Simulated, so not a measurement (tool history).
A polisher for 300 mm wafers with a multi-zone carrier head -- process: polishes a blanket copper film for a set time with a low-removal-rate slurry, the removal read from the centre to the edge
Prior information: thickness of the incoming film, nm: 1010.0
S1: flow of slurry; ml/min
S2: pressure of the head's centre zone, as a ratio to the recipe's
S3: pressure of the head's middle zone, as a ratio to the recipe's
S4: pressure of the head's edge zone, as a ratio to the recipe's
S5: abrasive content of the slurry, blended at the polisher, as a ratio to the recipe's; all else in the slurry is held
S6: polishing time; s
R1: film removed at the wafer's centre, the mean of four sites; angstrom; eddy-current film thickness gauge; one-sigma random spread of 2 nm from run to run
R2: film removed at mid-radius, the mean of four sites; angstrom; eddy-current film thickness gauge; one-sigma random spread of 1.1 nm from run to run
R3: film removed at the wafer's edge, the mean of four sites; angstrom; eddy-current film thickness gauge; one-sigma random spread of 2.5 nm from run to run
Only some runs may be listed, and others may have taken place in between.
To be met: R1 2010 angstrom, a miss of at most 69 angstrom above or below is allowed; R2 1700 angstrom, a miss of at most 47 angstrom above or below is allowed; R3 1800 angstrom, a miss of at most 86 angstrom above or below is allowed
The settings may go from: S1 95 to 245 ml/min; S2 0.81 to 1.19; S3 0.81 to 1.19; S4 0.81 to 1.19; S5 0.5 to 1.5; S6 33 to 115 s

| run | hour | S1 | S2 | S3 | S4 | S5 | S6 | R1 | R2 | R3 |
|---|---|---|---|---|---|---|---|---|---|---|
| 1 | 0 | 155 | 1 | 1 | 1 | 1 | 73 | 2995.2 | 2804.6 | 2875.1 |
| 2 | 3 | 150 | 1 | 0.98 | 0.97 | 0.9 | 69 | 2709.6 | 2526.4 | 2578.5 |
| 3 | 5.6 | 145 | 1 | 0.95 | 0.95 | 0.8 | 67 | 2556.3 | 2339.1 | 2411 |
| 4 | 10.5 | 145 | 1 | 0.95 | 0.95 | 0.6 | 67 | 2424.4 | 2183.2 | 2309 |
| 5 | 18.3 | 145 | 1 | 0.99 | 0.95 | 0.6 | 67 | 2397.7 | 2266.3 | 2262.1 |
| 6 | 26.2 | 145 | 1 | 0.99 | 0.95 | 0.5 | 67 | 2328.6 | 2203.3 | 2202.9 |
| 7 | 26.8 | 140 | 1 | 0.97 | 0.93 | 0.5 | 65 | 2247.8 | 2085.3 | 2095.5 |
| 8 | 28.3 | 135 | 1 | 0.95 | 0.91 | 0.5 | 64 | 2134.6 | 1981.9 | 2034.6 |
| 9 | 31.3 | 130 | 1.01 | 0.94 | 0.89 | 0.5 | 64 | 2137.8 | 1958.7 | 1986.1 |

Which of these 4 next moves meets every target?
| A | 34.3 | 150 | 1.04 | 0.91 | 0.91 | 0.5 | 55 | ? | ? | ? |
| B | 34.3 | 130 | 0.89 | 1.1 | 0.81 | 0.55 | 64 | ? | ? | ? |
| C | 34.3 | 115 | 0.87 | 1 | 0.86 | 0.6 | 72 | ? | ? | ? |
| D | 34.3 | 105 | 0.96 | 1.14 | 0.81 | 0.5 | 71 | ? | ? | ? |

| move | R1 | R2 | R3 |
|---|---|---|---|
| A | 2016.3 | 1682.5 | 1736.2 |
| B | 1970.4 | 2266.3 | 1902.8 |
| C | 2120.7 | 2313.7 | 2187.7 |
| D | 2161.4 | 2394.1 | 1986.1 |
A: all results in spec
B: misses by more than the last run did
C: misses by more than the last run did
D: misses by more than the last run did
A meets every target.

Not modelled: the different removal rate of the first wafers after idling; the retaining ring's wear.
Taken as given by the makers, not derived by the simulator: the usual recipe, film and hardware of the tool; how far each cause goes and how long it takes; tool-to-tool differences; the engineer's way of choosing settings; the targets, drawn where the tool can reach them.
